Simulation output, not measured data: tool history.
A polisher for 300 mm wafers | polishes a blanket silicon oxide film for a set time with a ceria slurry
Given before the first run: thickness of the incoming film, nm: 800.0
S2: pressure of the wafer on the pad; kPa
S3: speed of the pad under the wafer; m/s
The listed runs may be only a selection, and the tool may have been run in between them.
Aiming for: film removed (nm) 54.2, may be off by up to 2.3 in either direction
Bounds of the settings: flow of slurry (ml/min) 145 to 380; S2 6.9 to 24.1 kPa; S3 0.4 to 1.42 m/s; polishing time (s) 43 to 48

Run 1, hour 0: flow of slurry (ml/min) 245, S2 15.2 kPa, S3 0.9 m/s, polishing time (s) 48. Result: film removed (nm) 108.81.
Run 2, hour 2.1: flow of slurry (ml/min) 245, S2 14.5 kPa, S3 0.88 m/s, polishing time (s) 48. Result: film removed (nm) 100.23.
Run 3, hour 2.7: flow of slurry (ml/min) 280, S2 14.5 kPa, S3 0.88 m/s, polishing time (s) 48. Result: film removed (nm) 102.21.
Run 4, hour 6: flow of slurry (ml/min) 280, S2 13.8 kPa, S3 0.86 m/s, polishing time (s) 48. Result: film removed (nm) 95.307.
Run 5, hour 9.2: flow of slurry (ml/min) 280, S2 13.1 kPa, S3 0.84 m/s, polishing time (s) 48. Result: film removed (nm) 88.552.
Run 6, hour 16: flow of slurry (ml/min) 280, S2 14.5 kPa, S3 0.84 m/s, polishing time (s) 48. Result: film removed (nm) 97.296.
Run 7, hour 17.5: flow of slurry (ml/min) 280, S2 13.8 kPa, S3 0.84 m/s, polishing time (s) 48. Result: film removed (nm) 95.839.
Run 8, hour 22.1: flow of slurry (ml/min) 280, S2 13.1 kPa, S3 0.82 m/s, polishing time (s) 48. Result: film removed (nm) 85.268.
Run 9, hour 24.6: flow of slurry (ml/min) 280, S2 12.4 kPa, S3 0.82 m/s, polishing time (s) 48. Result: film removed (nm) 81.596.
Run 10, hour 32.8: flow of slurry (ml/min) 280, S2 11.7 kPa, S3 0.82 m/s, polishing time (s) 48. Result: film removed (nm) 78.688.
Run 11, hour 40.2: flow of slurry (ml/min) 280, S2 11 kPa, S3 0.82 m/s, polishing time (s) 48. Result: film removed (nm) 73.199.

Below are 5 possible settings for the next run. Only one of them brings all results inside the allowed miss of their targets. Which is it?
Run A, hour 47.6: flow of slurry (ml/min) 310, S2 11.7 kPa, S3 0.56 m/s, polishing time (s) 43. Result: film removed (nm) ?.
Run B, hour 47.6: flow of slurry (ml/min) 210, S2 11 kPa, S3 0.66 m/s, polishing time (s) 45. Result: film removed (nm) ?.
Run C, hour 47.6: flow of slurry (ml/min) 255, S2 10.3 kPa, S3 0.86 m/s, polishing time (s) 45. Result: film removed (nm) ?.
Run D, hour 47.6: flow of slurry (ml/min) 255, S2 15.2 kPa, S3 0.68 m/s, polishing time (s) 48. Result: film removed (nm) ?.
Run E, hour 47.6: flow of slurry (ml/min) 255, S2 11 kPa, S3 1.04 m/s, polishing time (s) 47. Result: film removed (nm) ?.

move  film removed (nm)
   A             47.906
   B             52.916
   C             65.823
   D             80.966
   E              87.96
A: pushes the last run's worst result past its target
B: each result inside its tolerance
C: nearer the targets than the last run, but a result is still out of spec
D: the biggest miss grows against the last run
E: the biggest miss grows against the last run
B meets every target.
